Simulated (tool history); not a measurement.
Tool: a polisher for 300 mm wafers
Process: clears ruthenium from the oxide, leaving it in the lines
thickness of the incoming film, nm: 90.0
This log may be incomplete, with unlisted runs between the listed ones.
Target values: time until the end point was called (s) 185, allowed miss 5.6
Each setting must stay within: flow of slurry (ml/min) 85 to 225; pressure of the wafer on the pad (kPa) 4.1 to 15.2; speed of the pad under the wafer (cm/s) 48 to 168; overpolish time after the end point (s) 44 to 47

run  hour  flow of slurry (ml/min)  pressure of the wafer on the pad (kPa)  speed of the pad under the wafer (cm/s)  overpolish time after the end point (s)  time until the end point was called (s)
  1     0                      145                                     9.7                                      108                                       44                                   148.32
  2   2.9                      140                                     9.7                                      108                                       44                                   150.63
  3   5.9                      135                                     9.7                                      108                                       44                                   152.13
  4  14.3                      135                                     8.3                                      108                                       44                                   165.09
     19.6  -- slurry nozzle cleaned
  5  19.6                      125                                     7.6                                      108                                       44                                   158.35
  6  26.2                      125                                     7.6                                      108                                       44                                   158.22
  7  27.5                      135                                     7.6                                      108                                       44                                   156.34
  8  29.6                      130                                     6.9                                      106                                       44                                    169.3

Next run, 5 choices. One meets every target within its allowed miss, the rest don't. Which?
  A  31.7                      110                                     7.6                                       94                                       44                                        ?
  B  31.7                      150                                     6.2                                       92                                       47                                        ?
  C  31.7                      110                                     5.5                                      104                                       46                                        ?
  D  31.7                      130                                     7.6                                      116                                       44                                        ?
  E  31.7                      130                                     6.9                                      112                                       44                                        ?

move  time until the end point was called (s)
   A                                    183.8
   B                                   193.74
   C                                   196.56
   D                                   145.42
   E                                   157.99
A: in spec on every target
B: the result that was furthest off in the last run now lies on the other side of its target
C: the result that was furthest off in the last run now lies on the other side of its target
D: lands further from the targets than the last run did
E: lands further from the targets than the last run did
So the answer is move A, the one that meets all the targets.
